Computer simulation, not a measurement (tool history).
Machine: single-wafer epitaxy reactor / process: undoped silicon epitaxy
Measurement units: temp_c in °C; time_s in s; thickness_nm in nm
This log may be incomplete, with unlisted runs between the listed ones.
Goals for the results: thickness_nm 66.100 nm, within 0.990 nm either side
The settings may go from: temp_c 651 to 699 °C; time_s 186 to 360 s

run,hour,temp_c,time_s,thickness_nm
1,0.0,675,273,76.918
2,2.2,675,288,81.289
3,4.9,672,288,77.075
4,10.7,670,288,74.101
5,19.8,668,288,71.221
6,26.0,672,288,76.915
7,31.0,670,288,74.191
8,36.3,668,288,71.559
9,40.1,667,288,70.072
10,46.0,666,288,68.530
11,51.4,665,288,67.402

Exactly one of the 5 candidate moves below puts every result within its allowed miss. Which one?
A,56.8,664,289,?
B,56.8,658,332,?
C,56.8,663,305,?
D,56.8,673,250,?
E,56.8,662,305,?

move,thickness_nm
A,66.505
B,68.308
C,68.895
D,67.889
E,67.625
A: in spec on every target
B: misses by more than the last run did
C: misses by more than the last run did
D: misses by more than the last run did
E: misses by more than the last run did
A is the move that brings every result within its allowed miss.

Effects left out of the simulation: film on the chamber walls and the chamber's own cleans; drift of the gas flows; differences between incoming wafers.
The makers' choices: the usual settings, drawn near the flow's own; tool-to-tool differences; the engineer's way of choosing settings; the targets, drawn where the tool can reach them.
